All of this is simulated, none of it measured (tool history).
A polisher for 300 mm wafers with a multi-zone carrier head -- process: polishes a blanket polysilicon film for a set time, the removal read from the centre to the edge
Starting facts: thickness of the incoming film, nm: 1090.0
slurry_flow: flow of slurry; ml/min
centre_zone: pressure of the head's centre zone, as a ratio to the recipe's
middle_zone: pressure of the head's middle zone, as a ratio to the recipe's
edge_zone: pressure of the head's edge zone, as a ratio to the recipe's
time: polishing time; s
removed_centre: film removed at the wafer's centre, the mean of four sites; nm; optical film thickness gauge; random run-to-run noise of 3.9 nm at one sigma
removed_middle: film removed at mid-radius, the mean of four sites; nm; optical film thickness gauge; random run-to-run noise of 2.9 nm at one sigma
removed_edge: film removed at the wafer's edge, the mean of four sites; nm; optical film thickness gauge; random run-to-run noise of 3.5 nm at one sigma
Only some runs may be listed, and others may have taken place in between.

{"run": 1, "hour": 0.0, "slurry_flow": 265, "centre_zone": 1.0, "middle_zone": 1.0, "edge_zone": 1.0, "time": 50, "removed_centre": 219.32, "removed_middle": 211.54, "removed_edge": 218.7}
{"run": 2, "hour": 6.8, "slurry_flow": 265, "centre_zone": 1.04, "middle_zone": 1.0, "edge_zone": 1.0, "time": 50, "removed_centre": 228.14, "removed_middle": 211.47, "removed_edge": 219.77}
{"run": 3, "hour": 9.9, "slurry_flow": 265, "centre_zone": 1.04, "middle_zone": 1.05, "edge_zone": 1.0, "time": 50, "removed_centre": 226.41, "removed_middle": 220.41, "removed_edge": 212.49}
{"run": 4, "hour": 11.7, "slurry_flow": 275, "centre_zone": 1.04, "middle_zone": 1.07, "edge_zone": 1.03, "time": 55, "removed_centre": 253.2, "removed_middle": 247.48, "removed_edge": 250.04}
{"run": 5, "hour": 17.8, "slurry_flow": 285, "centre_zone": 1.04, "middle_zone": 1.11, "edge_zone": 1.03, "time": 57, "removed_centre": 261.72, "removed_middle": 266.33, "removed_edge": 255.15}
{"run": 6, "hour": 19.1, "slurry_flow": 285, "centre_zone": 1.08, "middle_zone": 1.11, "edge_zone": 1.03, "time": 57, "removed_centre": 274.69, "removed_middle": 264.59, "removed_edge": 261.12}
{"run": 7, "hour": 23.8, "slurry_flow": 295, "centre_zone": 1.07, "middle_zone": 1.13, "edge_zone": 1.03, "time": 59, "removed_centre": 285.26, "removed_middle": 281.81, "removed_edge": 265.45}
{"run": 8, "hour": 32.1, "slurry_flow": 300, "centre_zone": 1.06, "middle_zone": 1.15, "edge_zone": 1.04, "time": 60, "removed_centre": 278.26, "removed_middle": 284.63, "removed_edge": 274.43}

The next listed run, before its measurement:
{"run": 9, "hour": 36.3, "slurry_flow": 300, "centre_zone": 1.06, "middle_zone": 1.16, "edge_zone": 1.03, "time": 62, "removed_centre": "?", "removed_middle": "?", "removed_edge": "?"}

{"run 9": {"removed_centre": 287.86, "removed_middle": 306.21, "removed_edge": 272.02}}
